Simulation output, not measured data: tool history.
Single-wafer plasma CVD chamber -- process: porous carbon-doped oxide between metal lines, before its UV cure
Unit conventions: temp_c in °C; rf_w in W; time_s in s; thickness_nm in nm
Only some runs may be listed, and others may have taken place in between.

| run | day | temp_c | rf_w | time_s | thickness_nm |
|---|---|---|---|---|---|
| 1 | 0 | 300 | 485 | 47.3 | 268.77 |
| 2 | 0.188 | 300 | 485 | 47.3 | 269.19 |
| 3 | 0.492 | 300 | 445 | 47.3 | 256.12 |
| 4 | 0.8 | 300 | 500 | 47.3 | 275.7 |
| 5 | 0.988 | 307 | 490 | 47.3 | 263.7 |
| 6 | 1.183 | 297 | 490 | 47.3 | 276.04 |
| 7 | 1.258 | 309 | 440 | 47.3 | 243.53 |

Run 8, settings as shown, results not yet in. Your forecast:
| 8 | 1.5 | 311 | 440 | 47.3 | ? |

Run 8 produced thickness_nm 239.76 nm.
